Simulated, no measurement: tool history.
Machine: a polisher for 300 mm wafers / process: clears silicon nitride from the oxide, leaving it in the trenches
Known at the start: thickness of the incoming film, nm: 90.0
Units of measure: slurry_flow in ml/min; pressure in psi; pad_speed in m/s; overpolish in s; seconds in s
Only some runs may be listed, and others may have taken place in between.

Run 1, hour 0.0: slurry_flow 195 ml/min, pressure 3.2 psi, pad_speed 0.88 m/s, overpolish 18 s. Result: seconds 121.62 s.
Run 2, hour 3.9: slurry_flow 195 ml/min, pressure 3.9 psi, pad_speed 0.88 m/s, overpolish 18 s. Result: seconds 102.09 s.
Run 3, hour 7.7: slurry_flow 195 ml/min, pressure 3.9 psi, pad_speed 0.88 m/s, overpolish 19 s. Result: seconds 101.14 s.
Run 4, hour 8.4: slurry_flow 190 ml/min, pressure 3.5 psi, pad_speed 0.86 m/s, overpolish 19 s. Result: seconds 115.52 s.
Run 5, hour 17.0: slurry_flow 190 ml/min, pressure 3.2 psi, pad_speed 0.84 m/s, overpolish 19 s. Result: seconds 125.29 s.
Run 6, hour 18.5: slurry_flow 190 ml/min, pressure 3.2 psi, pad_speed 0.84 m/s, overpolish 18 s. Result: seconds 127.50 s.
Run 7, hour 23.3: slurry_flow 190 ml/min, pressure 2.9 psi, pad_speed 0.82 m/s, overpolish 18 s. Result: seconds 140.53 s.
Run 8, hour 31.7: slurry_flow 190 ml/min, pressure 2.7 psi, pad_speed 0.80 m/s, overpolish 18 s. Result: seconds 154.47 s.
Run 9, hour 39.8: slurry_flow 190 ml/min, pressure 2.5 psi, pad_speed 0.80 m/s, overpolish 18 s. Result: seconds 165.61 s.
Run 10, hour 46.2: slurry_flow 190 ml/min, pressure 2.3 psi, pad_speed 0.80 m/s, overpolish 18 s. Result: seconds 182.41 s.
Run 11, hour 54.6: slurry_flow 190 ml/min, pressure 2.2 psi, pad_speed 0.80 m/s, overpolish 18 s. Result: seconds 186.89 s.
Run 12, hour 56.2: slurry_flow 190 ml/min, pressure 2.2 psi, pad_speed 0.80 m/s, overpolish 18 s. Result: seconds 187.10 s.
Run 13, hour 63.5: slurry_flow 190 ml/min, pressure 2.2 psi, pad_speed 0.80 m/s, overpolish 18 s. Result: seconds 186.91 s.

Run 14, settings as shown, results not yet in. Your forecast:
Run 14, hour 70.8: slurry_flow 190 ml/min, pressure 2.1 psi, pad_speed 0.80 m/s, overpolish 18 s. Result: seconds ?.

{"run 14": {"seconds": 198.15}}
